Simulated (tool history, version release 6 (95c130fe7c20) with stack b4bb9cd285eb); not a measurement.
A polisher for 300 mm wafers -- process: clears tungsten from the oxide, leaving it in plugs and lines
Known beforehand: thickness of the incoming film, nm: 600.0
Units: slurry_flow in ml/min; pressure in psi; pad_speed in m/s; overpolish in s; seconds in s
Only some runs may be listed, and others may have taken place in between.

run 1 hour=0 | slurry_flow=165 pressure=2.9 pad_speed=1.12 slurry_solids=1 overpolish=13 | seconds=142.38
run 2 hour=5.4 | slurry_flow=165 pressure=2.9 pad_speed=1.12 slurry_solids=0.9 overpolish=13 | seconds=151.6
run 3 hour=7.1 | slurry_flow=165 pressure=2.9 pad_speed=1.12 slurry_solids=1.05 overpolish=13 | seconds=145.8
run 4 hour=11.3 | slurry_flow=170 pressure=3.3 pad_speed=1.12 slurry_solids=1.05 overpolish=13 | seconds=124.53
run 5 hour=18 | slurry_flow=130 pressure=3.3 pad_speed=1.12 slurry_solids=1.05 overpolish=13 | seconds=125.5
run 6 hour=24.8 | slurry_flow=145 pressure=3.3 pad_speed=1.12 slurry_solids=1.05 overpolish=13 | seconds=125.91
run 7 hour=26.9 | slurry_flow=145 pressure=3.6 pad_speed=1.12 slurry_solids=1.05 overpolish=13 | seconds=115.05

Run 8, settings as shown, results not yet in. Your forecast:
run 8 hour=29.1 | slurry_flow=145 pressure=3.8 pad_speed=1.12 slurry_solids=1.05 overpolish=13 | seconds=?

{"run 8": {"seconds": 109.29}}

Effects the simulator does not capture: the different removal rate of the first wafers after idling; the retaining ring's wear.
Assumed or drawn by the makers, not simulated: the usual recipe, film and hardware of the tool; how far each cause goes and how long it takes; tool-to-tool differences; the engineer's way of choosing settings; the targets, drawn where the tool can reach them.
